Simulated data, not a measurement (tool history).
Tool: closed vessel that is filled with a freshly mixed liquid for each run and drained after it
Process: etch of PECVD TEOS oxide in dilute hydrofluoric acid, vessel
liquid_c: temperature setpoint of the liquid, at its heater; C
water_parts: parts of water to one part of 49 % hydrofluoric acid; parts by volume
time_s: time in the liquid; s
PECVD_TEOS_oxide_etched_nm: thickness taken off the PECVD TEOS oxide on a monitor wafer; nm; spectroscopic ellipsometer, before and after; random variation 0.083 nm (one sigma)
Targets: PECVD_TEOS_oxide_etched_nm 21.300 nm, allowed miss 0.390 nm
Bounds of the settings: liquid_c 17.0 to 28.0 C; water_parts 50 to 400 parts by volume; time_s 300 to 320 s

run,hour,liquid_c,water_parts,time_s,PECVD_TEOS_oxide_etched_nm
1,0.0,20.0,225,300,26.917
2,8.3,23.5,225,300,30.675
3,9.8,22.0,225,300,28.897
4,14.1,22.0,155,300,45.219
5,20.2,21.0,170,300,39.267
6,22.0,21.0,170,320,41.576
7,27.4,20.5,185,320,36.745
8,28.6,20.0,195,320,34.163
9,36.0,19.5,205,320,31.469
10,42.7,19.0,215,320,28.881
11,49.2,18.5,220,320,27.819
12,54.7,18.0,225,320,26.668
13,55.6,18.0,230,320,25.828
14,58.7,18.0,235,320,25.241
15,61.1,18.0,240,320,24.630
16,69.2,18.0,245,320,23.997
17,74.5,18.0,250,320,23.155

4 next moves are on the table. One of them brings every result within its allowed miss. Which?
A,79.8,20.5,255,315,?
B,79.8,17.5,235,315,?
C,79.8,21.5,295,300,?
D,79.8,17.0,250,305,?

move,PECVD_TEOS_oxide_etched_nm
A,24.746
B,24.397
C,20.357
D,21.491
A: further off than the last run
B: further off than the last run
C: takes the result that was furthest off past its target
D: meets every target
The right move is D.
